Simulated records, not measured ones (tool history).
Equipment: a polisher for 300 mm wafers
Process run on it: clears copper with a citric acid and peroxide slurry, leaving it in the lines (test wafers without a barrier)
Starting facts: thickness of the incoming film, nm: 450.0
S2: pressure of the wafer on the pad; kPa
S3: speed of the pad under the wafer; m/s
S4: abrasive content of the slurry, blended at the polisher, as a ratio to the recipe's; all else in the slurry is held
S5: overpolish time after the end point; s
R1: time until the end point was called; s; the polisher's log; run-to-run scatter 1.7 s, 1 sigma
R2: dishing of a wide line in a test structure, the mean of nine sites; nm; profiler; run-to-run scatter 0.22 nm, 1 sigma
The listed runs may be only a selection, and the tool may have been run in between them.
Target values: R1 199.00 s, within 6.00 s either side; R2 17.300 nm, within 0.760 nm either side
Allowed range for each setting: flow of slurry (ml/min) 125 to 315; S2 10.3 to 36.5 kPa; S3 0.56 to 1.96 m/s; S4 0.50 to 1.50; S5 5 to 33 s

Run 1, hour 0.0: flow of slurry (ml/min) 205, S2 23.4 kPa, S3 1.26 m/s, S4 1.00, S5 17 s. Result: R1 180.68 s, R2 34.053 nm.
Run 2, hour 8.2: flow of slurry (ml/min) 205, S2 23.4 kPa, S3 1.26 m/s, S4 1.20, S5 17 s. Result: R1 173.29 s, R2 35.635 nm.
Run 3, hour 12.4: flow of slurry (ml/min) 205, S2 23.4 kPa, S3 1.26 m/s, S4 1.20, S5 16 s. Result: R1 173.15 s, R2 33.075 nm.
Run 4, hour 20.4: flow of slurry (ml/min) 210, S2 22.8 kPa, S3 1.26 m/s, S4 1.20, S5 15 s. Result: R1 178.89 s, R2 30.592 nm.
Run 5, hour 21.7: flow of slurry (ml/min) 210, S2 22.8 kPa, S3 1.40 m/s, S4 1.20, S5 15 s. Result: R1 160.96 s, R2 32.859 nm.
Run 6, hour 24.0: flow of slurry (ml/min) 210, S2 22.1 kPa, S3 1.40 m/s, S4 1.20, S5 14 s. Result: R1 167.25 s, R2 30.092 nm.
Run 7, hour 31.9: flow of slurry (ml/min) 210, S2 21.4 kPa, S3 1.40 m/s, S4 1.20, S5 13 s. Result: R1 172.46 s, R2 27.550 nm.
Run 8, hour 36.5: flow of slurry (ml/min) 210, S2 20.7 kPa, S3 1.40 m/s, S4 1.20, S5 12 s. Result: R1 179.77 s, R2 25.323 nm.
Run 9, hour 39.7: flow of slurry (ml/min) 210, S2 20.7 kPa, S3 1.40 m/s, S4 1.20, S5 11 s. Result: R1 177.27 s, R2 22.960 nm.
Run 10, hour 47.5: flow of slurry (ml/min) 210, S2 19.3 kPa, S3 1.40 m/s, S4 1.20, S5 10 s. Result: R1 190.45 s, R2 20.215 nm.
Run 11, hour 55.3: flow of slurry (ml/min) 210, S2 19.3 kPa, S3 1.40 m/s, S4 1.20, S5 10 s. Result: R1 187.15 s, R2 19.723 nm.
At hour 62.0: slurry blender recalibrated.
Run 12, hour 62.0: flow of slurry (ml/min) 200, S2 18.6 kPa, S3 1.40 m/s, S4 1.20, S5 10 s. Result: R1 181.35 s, R2 20.373 nm.
Run 13, hour 64.3: flow of slurry (ml/min) 205, S2 18.6 kPa, S3 1.40 m/s, S4 1.20, S5 10 s. Result: R1 182.53 s, R2 20.610 nm.
Run 14, hour 69.1: flow of slurry (ml/min) 210, S2 18.6 kPa, S3 1.40 m/s, S4 1.20, S5 10 s. Result: R1 183.36 s, R2 20.590 nm.
Run 15, hour 70.4: flow of slurry (ml/min) 210, S2 17.9 kPa, S3 1.40 m/s, S4 1.20, S5 10 s. Result: R1 188.90 s, R2 19.926 nm.
Run 16, hour 77.8: flow of slurry (ml/min) 205, S2 16.5 kPa, S3 1.40 m/s, S4 1.20, S5 9 s. Result: R1 206.08 s, R2 16.611 nm.

Exercise: of the 4 proposed moves below, exactly one satisfies all targets within the stated allowed misses. Which move is it?
Run A, hour 85.2: flow of slurry (ml/min) 200, S2 15.9 kPa, S3 1.44 m/s, S4 1.25, S5 10 s. Result: R1 ?, R2 ?.
Run B, hour 85.2: flow of slurry (ml/min) 215, S2 12.4 kPa, S3 1.88 m/s, S4 1.00, S5 10 s. Result: R1 ?, R2 ?.
Run C, hour 85.2: flow of slurry (ml/min) 180, S2 19.3 kPa, S3 1.22 m/s, S4 1.50, S5 9 s. Result: R1 ?, R2 ?.
Run D, hour 85.2: flow of slurry (ml/min) 170, S2 16.5 kPa, S3 1.34 m/s, S4 1.40, S5 10 s. Result: R1 ?, R2 ?.

move      R1      R2
   A  208.17  17.765
   B  210.55  17.428
   C  197.89  16.975
   D  214.81  17.275
A: misses by more than the last run did
B: misses by more than the last run did
C: all results land within tolerance of their targets
D: misses by more than the last run did
Correct choice: C, which meets every target
